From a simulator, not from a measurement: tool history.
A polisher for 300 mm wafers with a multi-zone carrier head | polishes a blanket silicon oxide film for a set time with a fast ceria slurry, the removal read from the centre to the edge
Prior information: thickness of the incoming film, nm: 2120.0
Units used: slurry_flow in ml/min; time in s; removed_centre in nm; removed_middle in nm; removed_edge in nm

run,hour,slurry_flow,centre_zone,middle_zone,edge_zone,time,removed_centre,removed_middle,removed_edge
1,0,210,1,1,1,53,641.88,633.7,651.99
2,3.1,205,0.98,0.99,0.99,51,609.73,603.02,619.48
3,4.3,200,0.96,0.99,0.99,49,565.58,570.73,602.26
4,5.2,200,0.94,0.99,0.98,48,543.41,569.19,574.23
5,13.6,200,0.94,0.99,0.98,43,483.66,504.21,521.58
6,20.3,195,0.93,0.99,0.98,43,473.54,516.66,513.07
7,28,195,0.93,0.99,0.98,43,472.83,502.7,511.48
8,35.3,190,0.92,0.99,0.98,43,466.79,504.28,524.09
9,36.8,190,0.92,0.99,0.98,43,467.85,489.34,531.17

What does the tool deliver on the next run?
10,37.4,190,0.91,0.99,0.97,43,?,?,?

removed_centre: 465.94 nm
removed_middle: 505.64 nm
removed_edge: 515.06 nm

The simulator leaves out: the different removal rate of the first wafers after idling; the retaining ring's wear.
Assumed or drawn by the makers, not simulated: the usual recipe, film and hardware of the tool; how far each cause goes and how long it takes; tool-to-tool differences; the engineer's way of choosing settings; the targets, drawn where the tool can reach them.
